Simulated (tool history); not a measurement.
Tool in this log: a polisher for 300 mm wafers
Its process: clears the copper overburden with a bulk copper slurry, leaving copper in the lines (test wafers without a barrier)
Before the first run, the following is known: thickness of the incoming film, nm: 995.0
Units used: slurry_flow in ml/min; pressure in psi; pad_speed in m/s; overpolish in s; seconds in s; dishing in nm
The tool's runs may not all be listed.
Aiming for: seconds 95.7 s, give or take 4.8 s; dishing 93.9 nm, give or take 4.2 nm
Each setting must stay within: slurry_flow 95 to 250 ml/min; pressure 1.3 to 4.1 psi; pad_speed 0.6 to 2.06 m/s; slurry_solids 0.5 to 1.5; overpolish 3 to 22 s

{"run": 1, "day": 0.0, "slurry_flow": 160, "pressure": 2.7, "pad_speed": 1.32, "slurry_solids": 1, "overpolish": 11, "seconds": 89.303, "dishing": 68.269}
{"run": 2, "day": 0.288, "slurry_flow": 155, "pressure": 2.7, "pad_speed": 1.3, "slurry_solids": 1, "overpolish": 13, "seconds": 90.211, "dishing": 76.697}
{"run": 3, "day": 0.35, "slurry_flow": 155, "pressure": 2.7, "pad_speed": 1.3, "slurry_solids": 1, "overpolish": 14, "seconds": 91.158, "dishing": 80.361}
{"run": 4, "day": 0.712, "slurry_flow": 155, "pressure": 2.7, "pad_speed": 1.3, "slurry_solids": 1, "overpolish": 15, "seconds": 90.178, "dishing": 86.714}
{"run": 5, "day": 1.058, "slurry_flow": 155, "pressure": 3.2, "pad_speed": 1.3, "slurry_solids": 1, "overpolish": 15, "seconds": 79.295, "dishing": 97.629}
{"run": 6, "day": 1.312, "slurry_flow": 155, "pressure": 3.2, "pad_speed": 1.3, "slurry_solids": 1, "overpolish": 18, "seconds": 77.609, "dishing": 107.79}
{"run": 7, "day": 1.496, "slurry_flow": 155, "pressure": 3, "pad_speed": 1.3, "slurry_solids": 1, "overpolish": 18, "seconds": 83.081, "dishing": 101.51}
{"run": 8, "day": 1.729, "slurry_flow": 155, "pressure": 2.9, "pad_speed": 1.3, "slurry_solids": 1, "overpolish": 18, "seconds": 85.728, "dishing": 101.87}
{"run": 9, "day": 2.008, "slurry_flow": 155, "pressure": 2.8, "pad_speed": 1.3, "slurry_solids": 1, "overpolish": 18, "seconds": 90.55, "dishing": 101.14}

Which of these 5 next moves meets every target?
{"run": "A", "day": 2.288, "slurry_flow": 145, "pressure": 3.1, "pad_speed": 1, "slurry_solids": 0.8, "overpolish": 17, "seconds": "?", "dishing": "?"}
{"run": "B", "day": 2.288, "slurry_flow": 170, "pressure": 3.6, "pad_speed": 0.78, "slurry_solids": 1.1, "overpolish": 19, "seconds": "?", "dishing": "?"}
{"run": "C", "day": 2.288, "slurry_flow": 195, "pressure": 2.4, "pad_speed": 1.48, "slurry_solids": 1.2, "overpolish": 20, "seconds": "?", "dishing": "?"}
{"run": "D", "day": 2.288, "slurry_flow": 155, "pressure": 3.1, "pad_speed": 1.04, "slurry_solids": 1.25, "overpolish": 17, "seconds": "?", "dishing": "?"}
{"run": "E", "day": 2.288, "slurry_flow": 185, "pressure": 2.6, "pad_speed": 1.38, "slurry_solids": 1.2, "overpolish": 14, "seconds": "?", "dishing": "?"}

move=A seconds=107.34 dishing=84.559
move=B seconds=107.89 dishing=92.61
move=C seconds=83.172 dishing=103.3
move=D seconds=94.028 dishing=92.201
move=E seconds=83.031 dishing=85.805
A: pushes the last run's worst result past its target
B: the furthest-off result lands on target, but another misses its tolerance
C: the biggest miss grows against the last run
D: every result within its allowed miss
E: pushes the last run's worst result past its target
Correct choice: D, which meets every target
